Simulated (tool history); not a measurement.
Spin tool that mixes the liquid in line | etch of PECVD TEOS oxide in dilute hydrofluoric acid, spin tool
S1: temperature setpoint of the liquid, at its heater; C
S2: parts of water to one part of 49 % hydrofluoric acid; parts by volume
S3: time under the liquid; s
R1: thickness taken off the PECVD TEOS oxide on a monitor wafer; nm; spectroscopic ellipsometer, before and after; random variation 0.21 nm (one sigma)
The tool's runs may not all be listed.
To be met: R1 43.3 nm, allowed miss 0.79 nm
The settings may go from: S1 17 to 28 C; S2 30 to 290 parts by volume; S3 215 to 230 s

run 1 hour=0 | S1=20 S2=160 S3=215 | R1=11.037
run 2 hour=8.6 | S1=21 S2=145 S3=215 | R1=12.853
run 3 hour=16.3 | S1=21 S2=200 S3=215 | R1=8.777
run 4 hour=19 | S1=22 S2=180 S3=215 | R1=10.338
run 5 hour=26.7 | S1=22.5 S2=160 S3=215 | R1=12.006
run 6 hour=29.8 | S1=25 S2=160 S3=215 | R1=13.279
-- hour=35.7 hydrofluoric acid flow meter replaced
run 7 hour=35.7 | S1=25.5 S2=145 S3=215 | R1=16.827
run 8 hour=42.4 | S1=26 S2=135 S3=215 | R1=18.639
run 9 hour=50.1 | S1=26 S2=125 S3=215 | R1=20.46
run 10 hour=57.5 | S1=26 S2=125 S3=215 | R1=20.542
run 11 hour=64.9 | S1=26 S2=115 S3=215 | R1=22.564

4 next moves are on the table. One of them brings every result within its allowed miss. Which?
run A hour=72.3 | S1=28 S2=155 S3=225 | R1=?
run B hour=72.3 | S1=27 S2=70 S3=230 | R1=?
run C hour=72.3 | S1=27 S2=75 S3=230 | R1=?
run D hour=72.3 | S1=25 S2=65 S3=215 | R1=?

move=A R1=17.893
move=B R1=43.584
move=C R1=40.399
move=D R1=40.784
A: further off than the last run
B: meets every target
C: nearer than the last run, and not there yet
D: nearer than the last run, and not there yet
The right move is B.

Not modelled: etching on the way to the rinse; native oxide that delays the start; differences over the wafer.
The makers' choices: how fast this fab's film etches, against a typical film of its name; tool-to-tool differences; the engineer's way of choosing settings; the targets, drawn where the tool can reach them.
